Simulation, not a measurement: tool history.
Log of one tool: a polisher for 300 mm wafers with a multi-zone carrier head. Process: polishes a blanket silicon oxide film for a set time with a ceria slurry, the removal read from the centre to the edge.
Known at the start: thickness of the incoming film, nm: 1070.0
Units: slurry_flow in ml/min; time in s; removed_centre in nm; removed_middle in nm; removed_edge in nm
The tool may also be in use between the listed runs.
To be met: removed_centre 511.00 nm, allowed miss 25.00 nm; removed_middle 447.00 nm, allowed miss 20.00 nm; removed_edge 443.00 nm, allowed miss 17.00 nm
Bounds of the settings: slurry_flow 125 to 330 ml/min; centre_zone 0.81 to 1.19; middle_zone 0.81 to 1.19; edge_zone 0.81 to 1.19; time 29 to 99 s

| run | day | slurry_flow | centre_zone | middle_zone | edge_zone | time | removed_centre | removed_middle | removed_edge |
|---|---|---|---|---|---|---|---|---|---|
| 1 | 0.000 | 210 | 1.00 | 1.00 | 1.00 | 64 | 339.14 | 319.95 | 339.71 |
| 2 | 0.300 | 215 | 1.03 | 1.02 | 1.01 | 67 | 361.72 | 348.54 | 348.82 |
| 3 | 0.333 | 215 | 1.03 | 1.02 | 1.08 | 67 | 364.27 | 338.51 | 358.97 |
| 4 | 0.683 | 215 | 1.03 | 1.02 | 1.08 | 83 | 442.15 | 416.91 | 451.72 |
| 5 | 0.862 | 215 | 0.98 | 1.02 | 1.08 | 83 | 424.16 | 433.90 | 443.83 |
| 6 | 0.971 | 215 | 0.98 | 1.02 | 1.03 | 83 | 437.19 | 423.54 | 439.15 |
| 7 | 1.017 | 225 | 1.00 | 1.03 | 1.02 | 83 | 438.32 | 438.73 | 435.24 |
| 8 | 1.308 | 230 | 1.03 | 1.03 | 1.01 | 83 | 460.53 | 434.08 | 437.06 |

5 next moves are on the table. One of them brings every result within its allowed miss. Which?
| A | 1.600 | 235 | 1.12 | 1.04 | 0.91 | 86 | ? | ? | ? |
| B | 1.600 | 205 | 1.04 | 1.01 | 0.99 | 80 | ? | ? | ? |
| C | 1.600 | 220 | 0.94 | 1.04 | 1.03 | 82 | ? | ? | ? |
| D | 1.600 | 190 | 1.01 | 1.00 | 1.05 | 87 | ? | ? | ? |
| E | 1.600 | 215 | 1.19 | 0.97 | 0.95 | 84 | ? | ? | ? |

| move | removed_centre | removed_middle | removed_edge |
|---|---|---|---|
| A | 519.38 | 448.97 | 435.57 |
| B | 439.65 | 401.42 | 410.60 |
| C | 411.32 | 424.94 | 429.11 |
| D | 458.66 | 428.66 | 451.57 |
| E | 532.33 | 411.08 | 427.81 |
A: meets every target
B: further off than the last run
C: further off than the last run
D: as far off as the last run
E: brings the result that was furthest off to its target, and leaves another outside
Move A is the one to make.
